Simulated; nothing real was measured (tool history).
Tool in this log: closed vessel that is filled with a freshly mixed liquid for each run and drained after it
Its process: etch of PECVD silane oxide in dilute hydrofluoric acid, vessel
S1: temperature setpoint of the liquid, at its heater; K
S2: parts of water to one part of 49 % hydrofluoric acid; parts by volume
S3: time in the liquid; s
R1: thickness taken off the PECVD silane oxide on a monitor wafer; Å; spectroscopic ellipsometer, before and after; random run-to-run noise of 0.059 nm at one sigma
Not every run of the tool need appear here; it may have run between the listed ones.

run,hour,S1,S2,S3,R1
1,0,299.15,290,200,185.63
2,3,298.65,290,200,180.87
3,9.4,298.65,290,215,195.83
4,11.2,298.65,380,215,136.91
5,15.3,299.15,380,215,138.71
6,20.8,299.15,380,215,139.42
7,22.7,299.65,380,215,140.28
8,28.5,300.15,380,215,144.13
9,37.8,300.65,380,215,146.87

For run 10, what comes out?
10,39.4,301.15,380,215,?

Logged for run 10: R1 149.96 Å.
